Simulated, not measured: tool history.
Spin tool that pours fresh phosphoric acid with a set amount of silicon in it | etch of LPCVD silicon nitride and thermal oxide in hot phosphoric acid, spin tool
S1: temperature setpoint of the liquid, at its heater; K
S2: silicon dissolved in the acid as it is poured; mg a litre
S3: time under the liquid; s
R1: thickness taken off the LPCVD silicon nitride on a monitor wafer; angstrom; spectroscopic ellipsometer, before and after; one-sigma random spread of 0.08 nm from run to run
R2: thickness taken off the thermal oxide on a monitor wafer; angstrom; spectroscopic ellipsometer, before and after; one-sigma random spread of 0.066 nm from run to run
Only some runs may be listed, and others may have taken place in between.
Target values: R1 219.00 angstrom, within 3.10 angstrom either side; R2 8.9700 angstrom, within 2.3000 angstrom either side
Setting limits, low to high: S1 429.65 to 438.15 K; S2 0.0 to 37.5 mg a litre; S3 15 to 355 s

run  hour      S1    S2   S3      R1      R2
  1   0.0  433.15  16.5  180  151.05  3.8055
  2   1.3  433.15  16.5  210  176.66  5.0734
  3   5.0  433.15  16.5  155  130.58  3.9831
  4  12.7  433.15  16.5  195  164.11  4.1963
  5  17.4  431.65  16.5  195  155.41  3.9903
  6  21.9  431.65  22.5  195  156.77  3.4122
  7  25.5  433.15  19.5  200  168.78  3.8998
  8  26.4  434.15  16.5  205  178.48  4.9304
  9  29.4  434.15  16.5  205  178.73  4.8493
 10  30.3  435.15  14.5  210  189.38  5.8361
 11  32.7  435.65  13.5  210  192.74  5.3152
 12  37.8  436.15  10.5  210  194.70  7.0350
 13  44.8  438.15  12.5  225  223.57  7.2535
 14  46.3  438.15  11.0  225  222.59  9.5114

Which one of the following 4 next-run settings gets every result inside its allowed miss? There is exactly one.
  A  47.8  436.15  26.5  235   ?   ?
  B  47.8  436.15  30.5  245   ?   ?
  C  47.8  438.15  12.5  230   ?   ?
  D  47.8  438.15   9.0  220   ?   ?

move      R1      R2
   A  218.60  4.8157
   B  227.90  4.3159
   C  228.53  8.1292
   D  218.59  8.4161
A: gets the furthest-off result to its target, but another result is out of tolerance
B: further off than the last run
C: further off than the last run
D: in spec on every target
Move D is the one to make.

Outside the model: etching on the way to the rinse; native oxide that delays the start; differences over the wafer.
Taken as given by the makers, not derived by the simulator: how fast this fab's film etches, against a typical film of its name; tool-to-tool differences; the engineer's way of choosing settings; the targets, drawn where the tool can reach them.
